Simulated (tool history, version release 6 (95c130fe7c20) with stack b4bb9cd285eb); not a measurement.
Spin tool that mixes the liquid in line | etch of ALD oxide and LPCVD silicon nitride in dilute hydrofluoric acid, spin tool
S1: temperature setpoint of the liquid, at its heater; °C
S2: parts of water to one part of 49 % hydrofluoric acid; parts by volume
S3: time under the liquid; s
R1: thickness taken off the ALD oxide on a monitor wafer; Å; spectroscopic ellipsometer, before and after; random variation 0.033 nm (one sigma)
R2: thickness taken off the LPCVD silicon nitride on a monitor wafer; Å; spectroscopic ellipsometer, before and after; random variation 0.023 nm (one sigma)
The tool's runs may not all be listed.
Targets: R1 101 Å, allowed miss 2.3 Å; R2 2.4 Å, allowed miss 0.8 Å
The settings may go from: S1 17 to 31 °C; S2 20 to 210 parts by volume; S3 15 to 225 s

Run 1, hour 0: S1 23 °C, S2 115 parts by volume, S3 115 s. Result: R1 174.19 Å, R2 4.4698 Å.
Run 2, hour 7.2: S1 21.5 °C, S2 115 parts by volume, S3 115 s. Result: R1 164.08 Å, R2 3.7965 Å.
Run 3, hour 9.1: S1 21.5 °C, S2 115 parts by volume, S3 150 s. Result: R1 214.01 Å, R2 4.8613 Å.
Run 4, hour 15.9: S1 23.5 °C, S2 115 parts by volume, S3 150 s. Result: R1 231.24 Å, R2 6.1688 Å.
Run 5, hour 16.6: S1 23 °C, S2 125 parts by volume, S3 150 s. Result: R1 205.18 Å, R2 4.9038 Å.
Run 6, hour 21.9: S1 22.5 °C, S2 135 parts by volume, S3 150 s. Result: R1 185.14 Å, R2 4.6832 Å.
Run 7, hour 27.6: S1 22 °C, S2 140 parts by volume, S3 150 s. Result: R1 174.53 Å, R2 4.2268 Å.
Run 8, hour 33.3: S1 18 °C, S2 190 parts by volume, S3 150 s. Result: R1 103.86 Å, R2 2.6077 Å.

Which of these 4 next moves meets every target?
Run A, hour 39: S1 18 °C, S2 180 parts by volume, S3 135 s. Result: R1 ?, R2 ?.
Run B, hour 39: S1 20 °C, S2 155 parts by volume, S3 110 s. Result: R1 ?, R2 ?.
Run C, hour 39: S1 18.5 °C, S2 180 parts by volume, S3 145 s. Result: R1 ?, R2 ?.
Run D, hour 39: S1 21 °C, S2 205 parts by volume, S3 135 s. Result: R1 ?, R2 ?.

move      R1      R2
   A  100.29  2.0853
   B  105.34  2.2456
   C  109.88  2.3162
   D  96.592  2.2414
A: meets every target
B: further off than the last run
C: further off than the last run
D: takes the result that was furthest off past its target
Move A is the one to make.
